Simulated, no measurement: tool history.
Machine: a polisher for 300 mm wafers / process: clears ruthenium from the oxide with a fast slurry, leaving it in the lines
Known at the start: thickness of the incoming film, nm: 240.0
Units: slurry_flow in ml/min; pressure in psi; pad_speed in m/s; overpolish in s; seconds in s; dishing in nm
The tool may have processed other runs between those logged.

run	day	slurry_flow	pressure	pad_speed	slurry_solids	overpolish	seconds	dishing
1	0	240	3.2	0.9	1	14	63.695	40.111
2	0.279	240	3.2	0.9	1.15	14	60.05	42.136
3	0.338	230	3	0.82	1.2	12	67.813	32.993
4	0.596	220	2.8	0.76	1.25	11	75.051	27.831
5	0.621	220	2.8	0.76	1.25	15	75.331	37.099
6	0.725	220	2.8	0.56	1.25	15	101.18	28.116
7	0.808	245	2.7	0.54	1.25	13	107.42	23.502
8	1.112	230	2.6	0.52	1.25	12	112.66	20.359
9	1.367	215	2.6	0.52	1.2	11	115.98	18.203
10	1.438	215	2.6	0.52	1.2	11	117.7	18.435
11	1.721	205	2.5	0.52	1.2	10	119.59	15.978
12	1.921	145	1.6	0.7	1.2	4	126.87	6.2252
13	2.233	150	1.6	0.7	1.2	4	125.18	6.2493

Predict the results of run 14:
14	2.367	155	1.6	0.7	1.2	4	?	?

{"run 14": {"seconds": 125.37, "dishing": 6.421}}
